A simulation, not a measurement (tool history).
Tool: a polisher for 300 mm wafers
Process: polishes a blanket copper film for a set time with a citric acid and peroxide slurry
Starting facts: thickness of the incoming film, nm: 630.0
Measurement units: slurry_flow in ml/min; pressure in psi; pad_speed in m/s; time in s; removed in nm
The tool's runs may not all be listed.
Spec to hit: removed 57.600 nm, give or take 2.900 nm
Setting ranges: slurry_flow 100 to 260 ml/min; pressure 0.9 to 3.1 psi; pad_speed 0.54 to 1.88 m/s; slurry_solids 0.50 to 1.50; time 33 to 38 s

{"run": 1, "day": 0.0, "slurry_flow": 165, "pressure": 2.0, "pad_speed": 1.2, "slurry_solids": 1.0, "time": 38, "removed": 74.505}
{"run": 2, "day": 0.267, "slurry_flow": 165, "pressure": 2.0, "pad_speed": 1.2, "slurry_solids": 1.0, "time": 38, "removed": 76.843}
{"run": 3, "day": 0.425, "slurry_flow": 165, "pressure": 2.0, "pad_speed": 1.46, "slurry_solids": 1.0, "time": 38, "removed": 93.264}
{"run": 4, "day": 0.8, "slurry_flow": 165, "pressure": 1.7, "pad_speed": 1.44, "slurry_solids": 1.0, "time": 38, "removed": 83.878}
{"run": 5, "day": 1.008, "slurry_flow": 205, "pressure": 1.7, "pad_speed": 1.44, "slurry_solids": 1.0, "time": 38, "removed": 82.953}
{"run": 6, "day": 1.071, "slurry_flow": 205, "pressure": 1.9, "pad_speed": 1.44, "slurry_solids": 1.0, "time": 38, "removed": 90.33}
{"run": 7, "day": 1.288, "slurry_flow": 205, "pressure": 1.6, "pad_speed": 1.4, "slurry_solids": 1.0, "time": 38, "removed": 78.65}
{"run": 8, "day": 1.312, "slurry_flow": 205, "pressure": 1.4, "pad_speed": 1.36, "slurry_solids": 1.0, "time": 38, "removed": 67.751}
{"run": 9, "day": 1.358, "slurry_flow": 205, "pressure": 1.3, "pad_speed": 1.36, "slurry_solids": 1.0, "time": 38, "removed": 64.354}
{"run": 10, "day": 1.638, "slurry_flow": 205, "pressure": 1.2, "pad_speed": 1.36, "slurry_solids": 1.0, "time": 38, "removed": 61.871}

Which of these 5 next moves meets every target?
{"run": "A", "day": 1.917, "slurry_flow": 230, "pressure": 1.4, "pad_speed": 1.28, "slurry_solids": 1.1, "time": 37, "removed": "?"}
{"run": "B", "day": 1.917, "slurry_flow": 195, "pressure": 1.5, "pad_speed": 0.96, "slurry_solids": 1.05, "time": 38, "removed": "?"}
{"run": "C", "day": 1.917, "slurry_flow": 260, "pressure": 1.2, "pad_speed": 1.46, "slurry_solids": 1.05, "time": 33, "removed": "?"}
{"run": "D", "day": 1.917, "slurry_flow": 220, "pressure": 1.1, "pad_speed": 1.52, "slurry_solids": 0.65, "time": 33, "removed": "?"}
{"run": "E", "day": 1.917, "slurry_flow": 190, "pressure": 0.9, "pad_speed": 1.32, "slurry_solids": 1.3, "time": 37, "removed": "?"}

move=A removed=65.461
move=B removed=52.382
move=C removed=59.648
move=D removed=52.709
move=E removed=51.232
A: misses by more than the last run did
B: carries the result that was furthest off beyond its target, to the other side
C: in spec on every target
D: carries the result that was furthest off beyond its target, to the other side
E: carries the result that was furthest off beyond its target, to the other side
C is the move that brings every result within its allowed miss.
